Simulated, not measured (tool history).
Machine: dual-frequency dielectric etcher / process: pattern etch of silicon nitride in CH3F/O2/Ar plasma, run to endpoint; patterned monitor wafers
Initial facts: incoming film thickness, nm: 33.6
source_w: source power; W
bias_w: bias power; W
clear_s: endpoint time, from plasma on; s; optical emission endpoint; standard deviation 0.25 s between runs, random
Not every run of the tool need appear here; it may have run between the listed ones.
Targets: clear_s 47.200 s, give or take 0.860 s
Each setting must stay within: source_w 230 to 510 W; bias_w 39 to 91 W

| run | hour | source_w | bias_w | clear_s |
|---|---|---|---|---|
| 1 | 0.0 | 370 | 65 | 50.896 |
| 2 | 2.8 | 380 | 65 | 50.870 |
| 3 | 4.1 | 390 | 66 | 50.388 |
| 4 | 9.8 | 400 | 67 | 50.105 |
| 5 | 15.6 | 400 | 63 | 50.529 |
| 6 | 23.6 | 410 | 64 | 50.480 |
| 7 | 25.1 | 420 | 66 | 49.507 |
| 8 | 31.4 | 430 | 67 | 48.932 |
| 9 | 37.7 | 440 | 68 | 48.145 |

Exercise: of the 5 proposed moves below, exactly one satisfies all targets within the stated allowed misses. Which move is it?
| A | 44.0 | 420 | 67 | ? |
| B | 44.0 | 460 | 61 | ? |
| C | 44.0 | 450 | 65 | ? |
| D | 44.0 | 470 | 58 | ? |
| E | 44.0 | 450 | 71 | ? |

| move | clear_s |
|---|---|
| A | 49.210 |
| B | 49.715 |
| C | 48.942 |
| D | 50.275 |
| E | 47.525 |
A: moves away from the targets compared with the last run
B: moves away from the targets compared with the last run
C: moves away from the targets compared with the last run
D: moves away from the targets compared with the last run
E: each result inside its tolerance
Correct choice: E, which meets every target
